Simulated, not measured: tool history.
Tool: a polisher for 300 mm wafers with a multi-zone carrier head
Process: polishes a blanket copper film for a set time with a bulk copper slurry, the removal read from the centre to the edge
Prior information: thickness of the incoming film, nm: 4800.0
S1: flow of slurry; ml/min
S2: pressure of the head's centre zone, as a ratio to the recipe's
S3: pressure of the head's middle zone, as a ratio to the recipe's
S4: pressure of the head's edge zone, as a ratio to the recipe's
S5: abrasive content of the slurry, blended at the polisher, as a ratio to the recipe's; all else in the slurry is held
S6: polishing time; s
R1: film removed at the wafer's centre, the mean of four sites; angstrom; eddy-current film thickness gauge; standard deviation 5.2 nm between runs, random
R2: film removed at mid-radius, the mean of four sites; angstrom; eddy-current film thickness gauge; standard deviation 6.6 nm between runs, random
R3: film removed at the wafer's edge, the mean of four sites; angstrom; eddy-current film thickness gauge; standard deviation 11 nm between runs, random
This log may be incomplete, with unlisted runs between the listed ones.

run 1 hour=0.0 | S1=235 S2=1.00 S3=1.00 S4=1.00 S5=1.00 S6=87 | R1=5908.1 R2=6135.1 R3=5715.1
run 2 hour=4.9 | S1=200 S2=1.00 S3=1.00 S4=1.00 S5=1.00 S6=87 | R1=5810.1 R2=6087.2 R3=5880.7
run 3 hour=11.3 | S1=200 S2=1.00 S3=0.91 S4=1.00 S5=1.00 S6=87 | R1=5789.0 R2=5600.8 R3=5988.3
run 4 hour=19.6 | S1=200 S2=1.01 S3=0.99 S4=1.01 S5=1.15 S6=91 | R1=6222.3 R2=6407.8 R3=6181.4
run 5 hour=23.4 | S1=200 S2=0.97 S3=0.99 S4=1.01 S5=1.15 S6=91 | R1=6070.4 R2=6378.6 R3=6417.0
run 6 hour=26.6 | S1=200 S2=0.97 S3=0.93 S4=1.01 S5=1.15 S6=91 | R1=6085.2 R2=6116.6 R3=6218.7
run 7 hour=32.8 | S1=265 S2=1.01 S3=1.03 S4=0.91 S5=1.40 S6=97 | R1=7272.0 R2=7597.2 R3=6740.1
run 8 hour=33.4 | S1=300 S2=1.01 S3=1.13 S4=0.99 S5=1.50 S6=98 | R1=7535.0 R2=8423.1 R3=7270.6
run 9 hour=37.8 | S1=305 S2=1.01 S3=1.15 S4=0.98 S5=1.50 S6=98 | R1=7642.2 R2=8583.9 R3=7379.5

The next listed run, before its measurement:
run 10 hour=41.8 | S1=310 S2=1.00 S3=1.16 S4=0.96 S5=1.50 S6=98 | R1=? R2=? R3=?

{"run 10": {"R1": 7594.7, "R2": 8574.7, "R3": 7443.0}}
